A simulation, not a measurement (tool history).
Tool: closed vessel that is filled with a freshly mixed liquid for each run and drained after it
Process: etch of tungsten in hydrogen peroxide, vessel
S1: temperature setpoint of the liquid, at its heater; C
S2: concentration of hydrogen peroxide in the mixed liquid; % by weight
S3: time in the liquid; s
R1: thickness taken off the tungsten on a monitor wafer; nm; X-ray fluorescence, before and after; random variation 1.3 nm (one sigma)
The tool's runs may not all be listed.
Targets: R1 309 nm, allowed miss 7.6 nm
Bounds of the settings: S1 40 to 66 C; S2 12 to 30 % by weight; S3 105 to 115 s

run,hour,S1,S2,S3,R1
1,0,56,23,105,166.57
2,7.4,57.5,23,105,180.35
3,14.7,59,23.5,105,199.56
4,23.7,53.5,23.5,105,144.89
5,26.6,53.5,23.5,115,159.56
6,28.2,53.5,19.5,115,145.23
7,31.4,55.5,19.5,115,162.89
8,39.9,57,19.5,115,178.99
9,46.1,58.5,19.5,115,194.12
10,49.3,59.5,19.5,115,206.16
11,51.8,60.5,19.5,115,217.21
12,56,61.5,19.5,115,231.06

4 next moves are on the table. One of them brings every result within its allowed miss. Which?
A,60.2,57,17,105,?
B,60.2,65.5,22,115,?
C,60.2,66,18,115,?
D,60.2,65.5,21.5,110,?

move,R1
A,151.42
B,306.48
C,285.03
D,289.81
A: further off than the last run
B: meets every target
C: nearer than the last run, and not there yet
D: nearer than the last run, and not there yet
The right move is B.
